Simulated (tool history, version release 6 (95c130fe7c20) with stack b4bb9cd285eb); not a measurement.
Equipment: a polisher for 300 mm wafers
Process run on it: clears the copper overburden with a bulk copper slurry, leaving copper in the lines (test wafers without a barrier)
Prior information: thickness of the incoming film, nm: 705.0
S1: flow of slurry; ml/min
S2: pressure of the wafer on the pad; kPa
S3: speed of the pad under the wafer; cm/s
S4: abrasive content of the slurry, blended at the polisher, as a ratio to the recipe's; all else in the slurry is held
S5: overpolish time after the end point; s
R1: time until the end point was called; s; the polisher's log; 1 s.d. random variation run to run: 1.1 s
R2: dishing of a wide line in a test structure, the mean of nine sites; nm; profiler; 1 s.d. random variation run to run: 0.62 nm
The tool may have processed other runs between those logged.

{"run": 1, "hour": 0.0, "S1": 165, "S2": 14.5, "S3": 140, "S4": 1, "S5": 10, "R1": 70.915, "R2": 56.683}
{"run": 2, "hour": 2.8, "S1": 170, "S2": 12.4, "S3": 162, "S4": 1.05, "S5": 8, "R1": 68.683, "R2": 51.73}
{"run": 3, "hour": 5.4, "S1": 170, "S2": 10.3, "S3": 162, "S4": 1.05, "S5": 8, "R1": 76.632, "R2": 45.721}
{"run": 4, "hour": 12.5, "S1": 170, "S2": 10.3, "S3": 188, "S4": 1.05, "S5": 8, "R1": 67.072, "R2": 50.284}
{"run": 5, "hour": 21.1, "S1": 185, "S2": 9.7, "S3": 196, "S4": 0.95, "S5": 7, "R1": 69.113, "R2": 43.942}
{"run": 6, "hour": 25.1, "S1": 150, "S2": 9.7, "S3": 196, "S4": 0.95, "S5": 7, "R1": 69.777, "R2": 43.214}
{"run": 7, "hour": 25.9, "S1": 135, "S2": 10.3, "S3": 202, "S4": 0.8, "S5": 6, "R1": 67.285, "R2": 39.014}
{"run": 8, "hour": 31.1, "S1": 125, "S2": 11, "S3": 206, "S4": 0.7, "S5": 5, "R1": 68.995, "R2": 36.981}

For run 9, what comes out?
{"hour": 38.6, "done": "head pressure recalibrated"}
{"run": 9, "hour": 38.6, "S1": 120, "S2": 9.7, "S3": 208, "S4": 0.85, "S5": 4, "R1": "?", "R2": "?"}

{"run 9": {"R1": 73.459, "R2": 25.423}}

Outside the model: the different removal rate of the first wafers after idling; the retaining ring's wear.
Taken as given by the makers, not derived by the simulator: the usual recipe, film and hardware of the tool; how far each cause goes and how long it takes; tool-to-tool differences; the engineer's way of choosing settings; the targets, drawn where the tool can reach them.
